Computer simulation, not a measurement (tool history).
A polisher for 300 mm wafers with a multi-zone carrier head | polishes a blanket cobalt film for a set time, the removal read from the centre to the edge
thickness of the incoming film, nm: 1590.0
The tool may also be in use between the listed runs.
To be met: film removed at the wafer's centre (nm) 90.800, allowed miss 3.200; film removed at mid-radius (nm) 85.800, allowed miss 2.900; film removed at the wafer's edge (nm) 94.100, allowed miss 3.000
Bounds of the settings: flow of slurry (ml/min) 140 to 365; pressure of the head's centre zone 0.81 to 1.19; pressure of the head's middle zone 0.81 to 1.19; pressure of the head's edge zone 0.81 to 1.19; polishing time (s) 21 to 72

run  hour  flow of slurry (ml/min)  pressure of the head's centre zone  pressure of the head's middle zone  pressure of the head's edge zone  polishing time (s)  film removed at the wafer's centre (nm)  film removed at mid-radius (nm)  film removed at the wafer's edge (nm)
  1   0.0                      235                                1.00                                1.00                              1.00                  46                                  148.990                          153.100                                144.650
  2   8.2                      230                                0.99                                0.97                              0.99                  43                                  136.050                          139.670                                134.670
  3  10.8                      255                                0.99                                0.97                              0.99                  43                                  139.160                          142.530                                137.220
  4  14.2                      210                                0.99                                0.97                              0.99                  43                                  135.900                          138.640                                134.050
  5  20.7                      205                                0.99                                0.95                              0.99                  40                                  127.540                          124.660                                125.100
  6  29.6                      205                                0.93                                0.95                              0.99                  40                                  117.720                          125.550                                126.420
  7  35.6                      200                                0.93                                0.93                              0.97                  38                                  112.410                          117.240                                118.820
  8  44.2                      195                                0.93                                0.91                              0.96                  37                                  107.550                          110.910                                113.580
  9  52.4                      160                                0.94                                0.81                              0.91                  30                                   86.277                           79.892                                 88.907
 10  60.1                      170                                0.94                                0.81                              0.92                  30                                   86.545                           81.378                                 88.456
 11  68.8                      170                                0.94                                0.81                              0.93                  30                                   84.735                           81.608                                 90.052
 12  70.0                      215                                0.99                                0.84                              0.96                  31                                   95.460                           87.076                                 96.356
 13  74.6                      215                                0.98                                0.84                              0.96                  31                                   96.589                           88.428                                 95.520
 14  82.4                      210                                0.97                                0.84                              0.96                  31                                   95.305                           88.550                                 95.170
 15  91.4                      205                                0.97                                0.84                              0.96                  31                                   96.050                           89.144                                 94.846

4 next moves are on the table. One of them brings every result within its allowed miss. Which?
  A  100.4                      200                                0.96                                0.85                              0.98                  30                                        ?                                ?                                      ?
  B  100.4                      195                                0.87                                0.82                              0.92                  33                                        ?                                ?                                      ?
  C  100.4                      215                                1.18                                0.99                              1.08                  26                                        ?                                ?                                      ?
  D  100.4                      285                                1.07                                0.96                              1.04                  29                                        ?                                ?                                      ?

move  film removed at the wafer's centre (nm)  film removed at mid-radius (nm)  film removed at the wafer's edge (nm)
   A                                   90.895                           84.858                                 93.760
   B                                   90.218                           90.419                                 99.932
   C                                   97.961                           84.077                                 85.586
   D                                  102.180                           94.099                                 95.779
A: meets every target
B: brings the result that was furthest off to its target, and leaves another outside
C: further off than the last run
D: further off than the last run
The right move is A.
